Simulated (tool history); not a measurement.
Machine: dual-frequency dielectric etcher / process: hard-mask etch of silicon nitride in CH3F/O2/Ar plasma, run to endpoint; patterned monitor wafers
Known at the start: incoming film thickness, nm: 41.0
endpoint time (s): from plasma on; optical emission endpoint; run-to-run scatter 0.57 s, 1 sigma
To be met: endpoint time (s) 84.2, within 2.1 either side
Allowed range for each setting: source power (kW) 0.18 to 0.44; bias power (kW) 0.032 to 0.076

run  hour  source power (kW)  bias power (kW)  endpoint time (s)
  1     0               0.31            0.054              70.62
  2   3.1               0.28            0.052             74.819
  3  10.1               0.28            0.059             70.695
  4  16.8               0.32            0.059             66.321
  5  18.8               0.37            0.059             63.716
  6  27.3               0.37            0.063             62.364
  7    29               0.31            0.052             72.758
  8  33.9               0.28             0.05             76.238
  9  42.8               0.26            0.049             78.245
 10    48               0.24            0.048             81.777

Which one of the following 4 next-run settings gets every result inside its allowed miss? There is exactly one.
  A  53.2               0.24             0.05                  ?
  B  53.2               0.21             0.05                  ?
  C  53.2               0.28            0.047                  ?
  D  53.2               0.21            0.045                  ?

move  endpoint time (s)
   A             81.101
   B             85.055
   C             78.796
   D             89.138
A: lands further from the targets than the last run did
B: every result lands within tolerance
C: lands further from the targets than the last run did
D: takes the result that was furthest off past its target
Correct choice: B, which meets every target

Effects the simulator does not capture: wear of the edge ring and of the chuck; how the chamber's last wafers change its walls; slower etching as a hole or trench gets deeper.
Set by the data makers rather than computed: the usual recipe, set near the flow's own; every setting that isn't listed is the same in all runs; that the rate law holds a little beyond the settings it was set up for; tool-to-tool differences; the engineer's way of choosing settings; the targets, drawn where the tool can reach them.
